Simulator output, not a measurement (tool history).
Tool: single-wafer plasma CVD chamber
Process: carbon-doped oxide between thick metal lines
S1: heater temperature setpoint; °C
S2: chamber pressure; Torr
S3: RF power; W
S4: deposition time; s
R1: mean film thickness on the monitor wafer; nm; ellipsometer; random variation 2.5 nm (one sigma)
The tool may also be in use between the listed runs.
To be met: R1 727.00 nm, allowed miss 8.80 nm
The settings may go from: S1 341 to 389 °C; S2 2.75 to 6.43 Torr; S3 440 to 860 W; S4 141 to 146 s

{"run": 1, "day": 0.0, "S1": 365, "S2": 4.59, "S3": 650, "S4": 141, "R1": 818.88}
{"run": 2, "day": 0.175, "S1": 367, "S2": 4.36, "S3": 645, "S4": 141, "R1": 814.41}
{"run": 3, "day": 0.233, "S1": 368, "S2": 4.26, "S3": 630, "S4": 141, "R1": 791.47}
{"run": 4, "day": 0.296, "S1": 368, "S2": 4.26, "S3": 630, "S4": 141, "R1": 793.92}
{"run": 5, "day": 0.471, "S1": 369, "S2": 4.08, "S3": 625, "S4": 141, "R1": 777.39}
{"run": 6, "day": 0.542, "S1": 369, "S2": 4.08, "S3": 545, "S4": 141, "R1": 715.74}
{"run": 7, "day": 0.912, "S1": 369, "S2": 4.08, "S3": 545, "S4": 141, "R1": 716.38}
{"run": 8, "day": 1.129, "S1": 369, "S2": 4.1, "S3": 545, "S4": 141, "R1": 710.65}

4 next moves are on the table. One of them brings every result within its allowed miss. Which?
{"run": "A", "day": 1.346, "S1": 370, "S2": 4.19, "S3": 505, "S4": 146, "R1": "?"}
{"run": "B", "day": 1.346, "S1": 364, "S2": 4.71, "S3": 530, "S4": 142, "R1": "?"}
{"run": "C", "day": 1.346, "S1": 368, "S2": 3.95, "S3": 535, "S4": 141, "R1": "?"}
{"run": "D", "day": 1.346, "S1": 370, "S2": 4.69, "S3": 555, "S4": 144, "R1": "?"}

move=A R1=702.35
move=B R1=725.19
move=C R1=704.43
move=D R1=748.67
A: further off than the last run
B: meets every target
C: further off than the last run
D: takes the result that was furthest off past its target
Answer: B
